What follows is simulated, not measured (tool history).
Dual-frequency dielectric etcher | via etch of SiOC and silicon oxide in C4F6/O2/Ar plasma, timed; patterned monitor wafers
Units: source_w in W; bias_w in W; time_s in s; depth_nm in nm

| run | hour | source_w | bias_w | time_s | depth_nm |
|---|---|---|---|---|---|
| 1 | 0 | 300 | 164 | 45.5 | 47.784 |
| 2 | 4.3 | 330 | 164 | 45.5 | 49.111 |
| 3 | 11.6 | 330 | 179 | 45.5 | 50.983 |
| 4 | 14.8 | 290 | 176 | 45.5 | 48.167 |
| 5 | 16.2 | 250 | 176 | 45.5 | 45.431 |
| 6 | 24.3 | 280 | 176 | 45.5 | 47.737 |

The next listed run, before its measurement:
| 7 | 30.4 | 260 | 174 | 45.5 | ? |

depth_nm: 46.527 nm
